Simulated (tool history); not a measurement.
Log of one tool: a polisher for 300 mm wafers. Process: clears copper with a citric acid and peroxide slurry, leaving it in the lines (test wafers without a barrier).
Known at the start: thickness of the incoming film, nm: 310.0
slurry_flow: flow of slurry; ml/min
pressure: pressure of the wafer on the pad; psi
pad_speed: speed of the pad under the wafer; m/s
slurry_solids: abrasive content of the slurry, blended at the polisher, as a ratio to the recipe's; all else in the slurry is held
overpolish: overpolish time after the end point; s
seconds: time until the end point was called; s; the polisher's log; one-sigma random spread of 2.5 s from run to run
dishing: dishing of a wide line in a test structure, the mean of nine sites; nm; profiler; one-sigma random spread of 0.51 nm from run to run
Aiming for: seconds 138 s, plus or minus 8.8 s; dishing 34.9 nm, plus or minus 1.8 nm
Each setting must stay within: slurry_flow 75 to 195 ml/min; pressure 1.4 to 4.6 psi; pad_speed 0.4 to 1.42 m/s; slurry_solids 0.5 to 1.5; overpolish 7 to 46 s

run 1 hour=0 | slurry_flow=125 pressure=3 pad_speed=0.9 slurry_solids=1 overpolish=24 | seconds=148.81 dishing=26.607
run 2 hour=7.6 | slurry_flow=125 pressure=3 pad_speed=0.82 slurry_solids=1 overpolish=24 | seconds=164.24 dishing=24.866
run 3 hour=14.7 | slurry_flow=125 pressure=3.1 pad_speed=0.82 slurry_solids=1 overpolish=26 | seconds=154.55 dishing=26.743
run 4 hour=15.7 | slurry_flow=125 pressure=3.1 pad_speed=0.84 slurry_solids=1 overpolish=28 | seconds=151.39 dishing=27.311
run 5 hour=17.4 | slurry_flow=125 pressure=3.1 pad_speed=0.68 slurry_solids=1 overpolish=28 | seconds=176.16 dishing=26.113
run 6 hour=22.4 | slurry_flow=125 pressure=3.3 pad_speed=0.68 slurry_solids=1 overpolish=30 | seconds=168.54 dishing=27.647
run 7 hour=29.2 | slurry_flow=125 pressure=3.5 pad_speed=0.68 slurry_solids=1 overpolish=32 | seconds=158 dishing=30.293
run 8 hour=34.1 | slurry_flow=125 pressure=3.6 pad_speed=0.68 slurry_solids=1 overpolish=33 | seconds=157.33 dishing=30.53
run 9 hour=36.2 | slurry_flow=125 pressure=3.7 pad_speed=0.68 slurry_solids=1 overpolish=34 | seconds=155.37 dishing=31.652
run 10 hour=44.4 | slurry_flow=125 pressure=3.8 pad_speed=0.68 slurry_solids=1 overpolish=34 | seconds=147.97 dishing=32.589
run 11 hour=46.5 | slurry_flow=125 pressure=3.9 pad_speed=0.68 slurry_solids=1 overpolish=34 | seconds=148.67 dishing=32.37
run 12 hour=50.9 | slurry_flow=125 pressure=4 pad_speed=0.68 slurry_solids=1 overpolish=34 | seconds=143.94 dishing=33.342

Of the 5 settings listed for the next run, only one would bring every result within its allowed miss of target. Which one?
run A hour=55.3 | slurry_flow=150 pressure=3.9 pad_speed=0.68 slurry_solids=0.95 overpolish=32 | seconds=? dishing=?
run B hour=55.3 | slurry_flow=120 pressure=4.5 pad_speed=0.6 slurry_solids=0.95 overpolish=31 | seconds=? dishing=?
run C hour=55.3 | slurry_flow=130 pressure=4.3 pad_speed=0.64 slurry_solids=0.95 overpolish=37 | seconds=? dishing=?
run D hour=55.3 | slurry_flow=100 pressure=3.8 pad_speed=0.6 slurry_solids=1.2 overpolish=41 | seconds=? dishing=?
run E hour=55.3 | slurry_flow=120 pressure=4.1 pad_speed=0.58 slurry_solids=1.05 overpolish=38 | seconds=? dishing=?

move=A seconds=140.62 dishing=32.056
move=B seconds=140.96 dishing=31.599
move=C seconds=137.8 dishing=34.845
move=D seconds=161.34 dishing=33.897
move=E seconds=153.45 dishing=33.537
A: moves away from the targets compared with the last run
B: moves away from the targets compared with the last run
C: in spec on every target
D: gets the furthest-off result to its target, but another result is out of tolerance
E: gets the furthest-off result to its target, but another result is out of tolerance
C is the move that brings every result within its allowed miss.

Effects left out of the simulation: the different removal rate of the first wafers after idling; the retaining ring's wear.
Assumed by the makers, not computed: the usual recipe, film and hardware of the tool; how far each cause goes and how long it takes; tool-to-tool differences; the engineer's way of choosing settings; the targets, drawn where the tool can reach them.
